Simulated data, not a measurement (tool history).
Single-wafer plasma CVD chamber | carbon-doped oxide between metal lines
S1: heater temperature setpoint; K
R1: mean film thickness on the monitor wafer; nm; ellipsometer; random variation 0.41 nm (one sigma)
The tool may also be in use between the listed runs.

run 1 day=0.000 | S1=628.15 chamber_pressure_(Pa)=523 RF_power_(kW)=0.515 deposition_time_(s)=21.6 | R1=102.220
run 2 day=0.225 | S1=621.15 chamber_pressure_(Pa)=523 RF_power_(kW)=0.515 deposition_time_(s)=21.6 | R1=103.720
run 3 day=0.254 | S1=626.15 chamber_pressure_(Pa)=523 RF_power_(kW)=0.515 deposition_time_(s)=21.6 | R1=102.310
run 4 day=0.550 | S1=626.15 chamber_pressure_(Pa)=523 RF_power_(kW)=0.515 deposition_time_(s)=20.6 | R1=98.391
run 5 day=0.596 | S1=626.15 chamber_pressure_(Pa)=523 RF_power_(kW)=0.585 deposition_time_(s)=20.6 | R1=106.530
run 6 day=0.717 | S1=628.15 chamber_pressure_(Pa)=500 RF_power_(kW)=0.565 deposition_time_(s)=20.6 | R1=103.650
run 7 day=0.858 | S1=640.15 chamber_pressure_(Pa)=400 RF_power_(kW)=0.480 deposition_time_(s)=20.6 | R1=86.881
run 8 day=1.012 | S1=641.15 chamber_pressure_(Pa)=395 RF_power_(kW)=0.480 deposition_time_(s)=20.6 | R1=86.754

The next listed run, before its measurement:
run 9 day=1.171 | S1=642.15 chamber_pressure_(Pa)=389 RF_power_(kW)=0.480 deposition_time_(s)=20.6 | R1=?

R1: 86.542 nm
